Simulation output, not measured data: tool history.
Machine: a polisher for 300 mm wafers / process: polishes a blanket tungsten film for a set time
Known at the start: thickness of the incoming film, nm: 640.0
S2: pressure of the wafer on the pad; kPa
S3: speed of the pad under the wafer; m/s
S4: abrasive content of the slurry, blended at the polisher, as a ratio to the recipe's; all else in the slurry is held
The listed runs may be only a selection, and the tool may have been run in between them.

Run 1, hour 0.0: flow of slurry (ml/min) 310, S2 33.1 kPa, S3 1.40 m/s, S4 1.0, polishing time (s) 17. Result: film removed (angstrom) 1257.4.
Run 2, hour 2.6: flow of slurry (ml/min) 310, S2 33.1 kPa, S3 1.40 m/s, S4 1.2, polishing time (s) 17. Result: film removed (angstrom) 1296.2.
Run 3, hour 5.7: flow of slurry (ml/min) 275, S2 33.1 kPa, S3 1.40 m/s, S4 1.2, polishing time (s) 17. Result: film removed (angstrom) 1311.7.
Run 4, hour 14.2: flow of slurry (ml/min) 275, S2 35.9 kPa, S3 1.40 m/s, S4 1.2, polishing time (s) 17. Result: film removed (angstrom) 1406.7.
Run 5, hour 22.7: flow of slurry (ml/min) 275, S2 37.9 kPa, S3 1.40 m/s, S4 1.2, polishing time (s) 17. Result: film removed (angstrom) 1502.2.
Run 6, hour 26.1: flow of slurry (ml/min) 275, S2 39.3 kPa, S3 1.40 m/s, S4 1.2, polishing time (s) 17. Result: film removed (angstrom) 1530.6.

What does the tool deliver on the next run?
Run 7, hour 29.5: flow of slurry (ml/min) 275, S2 40.7 kPa, S3 1.40 m/s, S4 1.2, polishing time (s) 17. Result: film removed (angstrom) ?.

Run 7 yielded film removed (angstrom) 1584.2.
